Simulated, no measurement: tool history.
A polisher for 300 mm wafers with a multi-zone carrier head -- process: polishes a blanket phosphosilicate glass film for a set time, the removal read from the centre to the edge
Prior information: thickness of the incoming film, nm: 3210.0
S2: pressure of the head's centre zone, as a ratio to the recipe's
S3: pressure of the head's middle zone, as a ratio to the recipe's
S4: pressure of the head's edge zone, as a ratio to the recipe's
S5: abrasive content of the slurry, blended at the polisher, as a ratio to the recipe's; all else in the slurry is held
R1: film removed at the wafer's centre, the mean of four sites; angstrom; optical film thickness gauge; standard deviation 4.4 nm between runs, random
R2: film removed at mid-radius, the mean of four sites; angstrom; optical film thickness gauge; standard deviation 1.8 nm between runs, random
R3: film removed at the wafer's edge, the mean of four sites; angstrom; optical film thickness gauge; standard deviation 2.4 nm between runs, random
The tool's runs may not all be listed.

{"run": 1, "hour": 0.0, "flow of slurry (ml/min)": 185, "S2": 1, "S3": 1, "S4": 1, "S5": 1, "polishing time (s)": 62, "R1": 4895.7, "R2": 4769.7, "R3": 4900.5}
{"run": 2, "hour": 7.5, "flow of slurry (ml/min)": 180, "S2": 1, "S3": 0.97, "S4": 0.98, "S5": 0.9, "polishing time (s)": 60, "R1": 4280.9, "R2": 4115.4, "R3": 4306.1}
{"run": 3, "hour": 11.4, "flow of slurry (ml/min)": 180, "S2": 1, "S3": 0.97, "S4": 0.98, "S5": 1.05, "polishing time (s)": 60, "R1": 4822.4, "R2": 4566.9, "R3": 4865.9}
{"run": 4, "hour": 13.6, "flow of slurry (ml/min)": 180, "S2": 1, "S3": 0.97, "S4": 0.92, "S5": 1.05, "polishing time (s)": 60, "R1": 4744.8, "R2": 4667.2, "R3": 4668.8}
{"run": 5, "hour": 16.7, "flow of slurry (ml/min)": 175, "S2": 1, "S3": 0.94, "S4": 0.92, "S5": 0.95, "polishing time (s)": 60, "R1": 4468.2, "R2": 4190.8, "R3": 4355}
{"run": 6, "hour": 21.3, "flow of slurry (ml/min)": 170, "S2": 0.99, "S3": 0.92, "S4": 0.91, "S5": 0.9, "polishing time (s)": 60, "R1": 4230.2, "R2": 3935.1, "R3": 4193.5}
{"run": 7, "hour": 27.0, "flow of slurry (ml/min)": 170, "S2": 0.99, "S3": 0.92, "S4": 0.91, "S5": 0.9, "polishing time (s)": 60, "R1": 4278.9, "R2": 3878.5, "R3": 4116.3}
{"run": 8, "hour": 29.4, "flow of slurry (ml/min)": 165, "S2": 0.97, "S3": 0.9, "S4": 0.9, "S5": 0.85, "polishing time (s)": 60, "R1": 4048.5, "R2": 3635.4, "R3": 3927.1}
{"run": 9, "hour": 30.4, "flow of slurry (ml/min)": 125, "S2": 0.89, "S3": 0.81, "S4": 0.81, "S5": 0.6, "polishing time (s)": 59, "R1": 2263.2, "R2": 2092.7, "R3": 2371.6}
{"run": 10, "hour": 35.3, "flow of slurry (ml/min)": 145, "S2": 0.9, "S3": 0.81, "S4": 0.82, "S5": 0.6, "polishing time (s)": 59, "R1": 2396.9, "R2": 2174.5, "R3": 2477.9}
{"run": 11, "hour": 43.3, "flow of slurry (ml/min)": 165, "S2": 0.91, "S3": 0.81, "S4": 0.83, "S5": 0.6, "polishing time (s)": 59, "R1": 2491.1, "R2": 2198.6, "R3": 2509.4}
{"run": 12, "hour": 49.8, "flow of slurry (ml/min)": 165, "S2": 0.92, "S3": 0.82, "S4": 0.85, "S5": 0.6, "polishing time (s)": 59, "R1": 2526.6, "R2": 2243.6, "R3": 2548.6}
{"run": 13, "hour": 58.2, "flow of slurry (ml/min)": 165, "S2": 0.92, "S3": 0.82, "S4": 0.85, "S5": 0.6, "polishing time (s)": 59, "R1": 2503, "R2": 2241.2, "R3": 2535.6}
{"run": 14, "hour": 64.1, "flow of slurry (ml/min)": 215, "S2": 1.01, "S3": 0.88, "S4": 0.95, "S5": 0.7, "polishing time (s)": 59, "R1": 3384.8, "R2": 3031.2, "R3": 3370.5}
{"run": 15, "hour": 69.9, "flow of slurry (ml/min)": 205, "S2": 1, "S3": 0.87, "S4": 0.93, "S5": 0.7, "polishing time (s)": 59, "R1": 3398.8, "R2": 2975.8, "R3": 3306.1}
{"run": 16, "hour": 77.9, "flow of slurry (ml/min)": 155, "S2": 0.9, "S3": 0.81, "S4": 0.86, "S5": 0.6, "polishing time (s)": 59, "R1": 2403.7, "R2": 2192.1, "R3": 2587.4}
{"run": 17, "hour": 78.9, "flow of slurry (ml/min)": 160, "S2": 0.92, "S3": 0.82, "S4": 0.87, "S5": 0.6, "polishing time (s)": 59, "R1": 2502.5, "R2": 2222.6, "R3": 2559.9}
{"run": 18, "hour": 83.7, "flow of slurry (ml/min)": 175, "S2": 0.93, "S3": 0.82, "S4": 0.88, "S5": 0.6, "polishing time (s)": 59, "R1": 2639.6, "R2": 2279, "R3": 2610.1}
{"run": 19, "hour": 92.0, "flow of slurry (ml/min)": 175, "S2": 0.94, "S3": 0.83, "S4": 0.9, "S5": 0.6, "polishing time (s)": 59, "R1": 2583.8, "R2": 2278.8, "R3": 2663.1}
{"run": 20, "hour": 96.9, "flow of slurry (ml/min)": 190, "S2": 0.95, "S3": 0.83, "S4": 0.91, "S5": 0.6, "polishing time (s)": 59, "R1": 2709.2, "R2": 2346.5, "R3": 2676.6}
{"run": 21, "hour": 102.0, "flow of slurry (ml/min)": 190, "S2": 0.95, "S3": 0.83, "S4": 0.91, "S5": 0.6, "polishing time (s)": 59, "R1": 2608.5, "R2": 2341.7, "R3": 2674.1}
{"run": 22, "hour": 108.4, "flow of slurry (ml/min)": 195, "S2": 0.96, "S3": 0.83, "S4": 0.92, "S5": 0.6, "polishing time (s)": 59, "R1": 2653.4, "R2": 2337.2, "R3": 2683.3}
{"run": 23, "hour": 112.3, "flow of slurry (ml/min)": 200, "S2": 0.97, "S3": 0.83, "S4": 0.93, "S5": 0.6, "polishing time (s)": 59, "R1": 2768.9, "R2": 2304.2, "R3": 2712}

What will run 24 give?
{"run": 24, "hour": 115.8, "flow of slurry (ml/min)": 205, "S2": 0.97, "S3": 0.84, "S4": 0.94, "S5": 0.6, "polishing time (s)": 59, "R1": "?", "R2": "?", "R3": "?"}

{"run 24": {"R1": 2743.9, "R2": 2380.8, "R3": 2694.7}}
